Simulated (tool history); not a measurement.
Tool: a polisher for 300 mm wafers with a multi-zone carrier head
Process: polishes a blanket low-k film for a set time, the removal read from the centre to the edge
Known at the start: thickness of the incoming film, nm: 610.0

run	hour	flow of slurry (ml/min)	pressure of the head's centre zone	pressure of the head's middle zone	pressure of the head's edge zone	abrasive content of the slurry	polishing time (s)	film removed at the wafer's centre (angstrom)	film removed at mid-radius (angstrom)	film removed at the wafer's edge (angstrom)
1	0.0	190	1.00	1.00	1.00	1.00	35	160.62	161.92	158.88
2	6.3	175	1.03	0.94	0.98	0.90	35	151.78	138.85	149.66
3	15.1	170	1.06	0.92	0.94	0.85	35	150.42	134.37	141.56
4	19.1	170	1.06	0.92	0.88	0.85	35	148.48	131.70	137.35
5	22.8	160	1.08	0.89	0.86	0.85	35	150.56	129.98	136.91
6	31.2	130	1.08	0.89	0.86	0.85	35	144.08	122.60	133.32

The next listed run, before its measurement:
7	32.0	125	1.10	0.87	0.85	0.85	35	?	?	?

{"run 7": {"film removed at the wafer's centre (angstrom)": 147.06, "film removed at mid-radius (angstrom)": 119.7, "film removed at the wafer's edge (angstrom)": 133.74}}

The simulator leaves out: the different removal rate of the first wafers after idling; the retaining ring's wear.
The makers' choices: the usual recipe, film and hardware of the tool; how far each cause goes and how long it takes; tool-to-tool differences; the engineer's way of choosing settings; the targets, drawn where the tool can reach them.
